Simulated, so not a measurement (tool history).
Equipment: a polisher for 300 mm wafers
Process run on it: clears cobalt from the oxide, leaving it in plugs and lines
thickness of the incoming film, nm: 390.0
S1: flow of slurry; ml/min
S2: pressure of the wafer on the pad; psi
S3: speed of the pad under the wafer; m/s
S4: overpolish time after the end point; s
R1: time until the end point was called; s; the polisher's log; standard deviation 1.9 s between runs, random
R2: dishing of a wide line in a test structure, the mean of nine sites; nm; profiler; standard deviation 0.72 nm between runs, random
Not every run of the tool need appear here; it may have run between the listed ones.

| run | hour | S1 | S2 | S3 | S4 | R1 | R2 |
|---|---|---|---|---|---|---|---|
| 1 | 0.0 | 205 | 1.4 | 1.20 | 23 | 98.669 | 45.543 |
| 2 | 1.9 | 205 | 1.1 | 1.18 | 25 | 126.560 | 44.792 |
| 3 | 2.9 | 165 | 1.1 | 1.18 | 25 | 132.060 | 42.293 |
| 4 | 9.0 | 160 | 1.0 | 1.18 | 26 | 145.190 | 41.894 |
| 5 | 12.2 | 160 | 1.0 | 1.02 | 26 | 164.850 | 37.912 |
| 6 | 17.3 | 155 | 1.0 | 1.02 | 27 | 167.840 | 39.581 |
| 7 | 22.6 | 155 | 1.0 | 1.02 | 27 | 166.900 | 39.529 |
| 8 | 27.3 | 150 | 1.0 | 1.02 | 28 | 164.420 | 39.726 |
| 9 | 29.3 | 150 | 1.0 | 1.02 | 29 | 166.010 | 41.395 |

For run 10, what comes out?
| 10 | 34.5 | 145 | 1.0 | 1.02 | 29 | ? | ? |

Run 10 came out at R1 166.980 s, R2 41.478 nm.
